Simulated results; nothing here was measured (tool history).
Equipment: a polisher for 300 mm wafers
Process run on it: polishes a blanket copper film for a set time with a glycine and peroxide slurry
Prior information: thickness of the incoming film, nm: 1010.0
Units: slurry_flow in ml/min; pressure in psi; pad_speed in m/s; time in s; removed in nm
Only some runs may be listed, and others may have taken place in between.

run,day,slurry_flow,pressure,pad_speed,time,removed
1,0.000,215,2.0,1.12,19,78.141
2,0.325,225,2.1,1.12,19,78.820
3,0.388,260,2.1,1.12,19,80.902
4,0.538,260,2.2,1.12,19,82.844
5,0.783,260,2.3,1.12,19,84.154
6,1.142,260,2.3,1.12,19,85.063
7,1.225,285,2.7,1.12,19,92.931

Forecast run 8:
8,1.338,285,2.8,1.12,19,?

Run 8 yielded removed 94.927 nm.
